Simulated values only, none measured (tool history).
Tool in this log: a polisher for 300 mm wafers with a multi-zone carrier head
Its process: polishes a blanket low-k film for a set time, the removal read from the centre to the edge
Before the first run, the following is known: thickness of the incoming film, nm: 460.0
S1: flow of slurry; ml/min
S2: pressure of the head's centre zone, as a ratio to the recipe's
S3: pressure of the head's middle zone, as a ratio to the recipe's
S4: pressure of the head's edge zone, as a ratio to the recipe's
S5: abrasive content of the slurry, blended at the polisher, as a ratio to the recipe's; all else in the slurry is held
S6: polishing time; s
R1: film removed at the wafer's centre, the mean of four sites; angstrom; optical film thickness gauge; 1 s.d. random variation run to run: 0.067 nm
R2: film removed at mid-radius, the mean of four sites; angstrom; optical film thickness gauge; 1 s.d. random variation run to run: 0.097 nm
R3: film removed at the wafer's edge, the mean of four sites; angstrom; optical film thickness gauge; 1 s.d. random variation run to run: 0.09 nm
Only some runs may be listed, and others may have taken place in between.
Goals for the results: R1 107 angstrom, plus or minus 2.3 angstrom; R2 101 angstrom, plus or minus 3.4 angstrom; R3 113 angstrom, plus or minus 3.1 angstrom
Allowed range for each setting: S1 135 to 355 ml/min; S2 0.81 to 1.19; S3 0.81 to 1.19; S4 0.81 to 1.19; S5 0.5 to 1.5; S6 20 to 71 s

| run | hour | S1 | S2 | S3 | S4 | S5 | S6 | R1 | R2 | R3 |
|---|---|---|---|---|---|---|---|---|---|---|
| 1 | 0 | 225 | 1 | 1 | 1 | 1 | 45 | 116.48 | 117.48 | 118.58 |
| 2 | 5.2 | 225 | 1 | 1 | 1 | 1 | 49 | 126.62 | 128.33 | 128.07 |
| 3 | 10 | 225 | 1.05 | 1 | 1 | 1 | 49 | 132.6 | 129.38 | 128.77 |
| 4 | 16.6 | 225 | 1.05 | 1 | 1 | 1.2 | 49 | 142.2 | 135.56 | 136.66 |
| 5 | 17.3 | 215 | 1.02 | 0.96 | 0.98 | 1.15 | 49 | 133.98 | 129.62 | 131.25 |
| 6 | 18.7 | 210 | 1.01 | 0.93 | 0.98 | 1.1 | 49 | 131.19 | 125.42 | 129.51 |
| 7 | 22.5 | 205 | 1 | 0.91 | 0.98 | 1.05 | 49 | 128.79 | 120.36 | 128.78 |
| 8 | 26.5 | 195 | 0.98 | 0.89 | 0.96 | 1 | 49 | 122.68 | 116.7 | 126.99 |
| 9 | 34 | 195 | 0.98 | 0.88 | 0.94 | 0.95 | 49 | 120.78 | 115.78 | 119.36 |

Of the 5 settings listed for the next run, only one would bring every result within its allowed miss of target. Which one?
| A | 41.5 | 250 | 1.12 | 0.95 | 0.81 | 1 | 49 | ? | ? | ? |
| B | 41.5 | 190 | 0.91 | 0.94 | 0.86 | 1 | 44 | ? | ? | ? |
| C | 41.5 | 180 | 0.95 | 0.85 | 0.96 | 0.95 | 45 | ? | ? | ? |
| D | 41.5 | 220 | 0.87 | 0.91 | 0.92 | 0.95 | 46 | ? | ? | ? |
| E | 41.5 | 195 | 0.94 | 0.89 | 0.96 | 0.9 | 46 | ? | ? | ? |

| move | R1 | R2 | R3 |
|---|---|---|---|
| A | 143.92 | 125.98 | 118.23 |
| B | 102.06 | 109.74 | 107.09 |
| C | 106.53 | 102.52 | 112.98 |
| D | 101.72 | 111.8 | 114.67 |
| E | 106.72 | 106.96 | 114.01 |
A: further off than the last run
B: carries the result that was furthest off beyond its target, to the other side
C: all results land within tolerance of their targets
D: carries the result that was furthest off beyond its target, to the other side
E: the worst result of the last run now meets its target, but another is out of spec
C is the move that brings every result within its allowed miss.
